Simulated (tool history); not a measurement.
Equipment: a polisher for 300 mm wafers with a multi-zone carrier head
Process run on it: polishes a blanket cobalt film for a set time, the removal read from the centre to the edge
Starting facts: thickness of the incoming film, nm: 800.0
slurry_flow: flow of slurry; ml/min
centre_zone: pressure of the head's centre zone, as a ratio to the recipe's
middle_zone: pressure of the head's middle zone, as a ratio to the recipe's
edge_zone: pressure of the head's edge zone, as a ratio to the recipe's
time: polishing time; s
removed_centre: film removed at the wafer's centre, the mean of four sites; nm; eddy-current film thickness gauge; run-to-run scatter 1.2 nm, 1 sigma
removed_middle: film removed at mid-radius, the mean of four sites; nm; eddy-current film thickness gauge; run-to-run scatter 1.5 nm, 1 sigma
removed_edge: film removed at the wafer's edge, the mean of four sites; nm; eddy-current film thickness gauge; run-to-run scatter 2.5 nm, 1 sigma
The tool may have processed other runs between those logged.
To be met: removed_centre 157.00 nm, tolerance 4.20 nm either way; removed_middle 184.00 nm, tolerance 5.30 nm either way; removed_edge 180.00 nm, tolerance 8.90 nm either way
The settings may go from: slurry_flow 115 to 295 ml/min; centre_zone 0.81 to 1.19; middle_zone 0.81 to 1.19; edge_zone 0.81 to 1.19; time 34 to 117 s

run 1 day=0.000 | slurry_flow=190 centre_zone=1.00 middle_zone=1.00 edge_zone=1.00 time=75 | removed_centre=256.08 removed_middle=261.56 removed_edge=250.29
run 2 day=0.350 | slurry_flow=175 centre_zone=0.95 middle_zone=0.98 edge_zone=0.97 time=70 | removed_centre=224.58 removed_middle=238.02 removed_edge=227.38
run 3 day=0.704 | slurry_flow=165 centre_zone=0.91 middle_zone=0.96 edge_zone=0.96 time=66 | removed_centre=202.32 removed_middle=216.45 removed_edge=216.36
run 4 day=0.812 | slurry_flow=160 centre_zone=0.88 middle_zone=0.96 edge_zone=0.94 time=63 | removed_centre=185.28 removed_middle=204.72 removed_edge=201.41
run 5 day=1.033 | slurry_flow=150 centre_zone=0.86 middle_zone=0.96 edge_zone=0.93 time=62 | removed_centre=174.46 removed_middle=200.56 removed_edge=207.41
run 6 day=1.271 | slurry_flow=150 centre_zone=0.90 middle_zone=0.96 edge_zone=0.93 time=62 | removed_centre=181.87 removed_middle=199.97 removed_edge=204.30
run 7 day=1.546 | slurry_flow=160 centre_zone=0.88 middle_zone=0.96 edge_zone=0.91 time=60 | removed_centre=175.31 removed_middle=194.96 removed_edge=196.82
run 8 day=1.846 | slurry_flow=170 centre_zone=0.86 middle_zone=0.96 edge_zone=0.89 time=59 | removed_centre=171.56 removed_middle=193.97 removed_edge=191.82
run 9 day=2.167 | slurry_flow=170 centre_zone=0.85 middle_zone=0.96 edge_zone=0.88 time=58 | removed_centre=165.64 removed_middle=190.71 removed_edge=183.34
run 10 day=2.500 | slurry_flow=165 centre_zone=0.84 middle_zone=0.96 edge_zone=0.87 time=58 | removed_centre=164.84 removed_middle=189.21 removed_edge=184.18
run 11 day=2.692 | slurry_flow=160 centre_zone=0.83 middle_zone=0.96 edge_zone=0.86 time=58 | removed_centre=161.28 removed_middle=189.81 removed_edge=181.39

Consider the 5 candidate settings below. Which is the only one whose results all fall within their allowed miss of target?
run A day=2.883 | slurry_flow=190 centre_zone=0.91 middle_zone=0.89 edge_zone=0.90 time=56 | removed_centre=? removed_middle=? removed_edge=?
run B day=2.883 | slurry_flow=135 centre_zone=0.83 middle_zone=0.94 edge_zone=0.85 time=59 | removed_centre=? removed_middle=? removed_edge=?
run C day=2.883 | slurry_flow=140 centre_zone=0.88 middle_zone=0.94 edge_zone=0.81 time=59 | removed_centre=? removed_middle=? removed_edge=?
run D day=2.883 | slurry_flow=170 centre_zone=0.82 middle_zone=1.05 edge_zone=0.88 time=57 | removed_centre=? removed_middle=? removed_edge=?
run E day=2.883 | slurry_flow=165 centre_zone=0.88 middle_zone=0.90 edge_zone=0.88 time=55 | removed_centre=? removed_middle=? removed_edge=?

move=A removed_centre=174.03 removed_middle=178.32 removed_edge=185.42
move=B removed_centre=155.84 removed_middle=183.10 removed_edge=182.00
move=C removed_centre=166.75 removed_middle=184.46 removed_edge=179.19
move=D removed_centre=156.43 removed_middle=199.13 removed_edge=184.08
move=E removed_centre=161.02 removed_middle=172.42 removed_edge=177.24
A: pushes the last run's worst result past its target
B: every result lands within tolerance
C: puts the biggest miss on target and leaves a different result outside tolerance
D: further off than the last run
E: pushes the last run's worst result past its target
The right move is B.
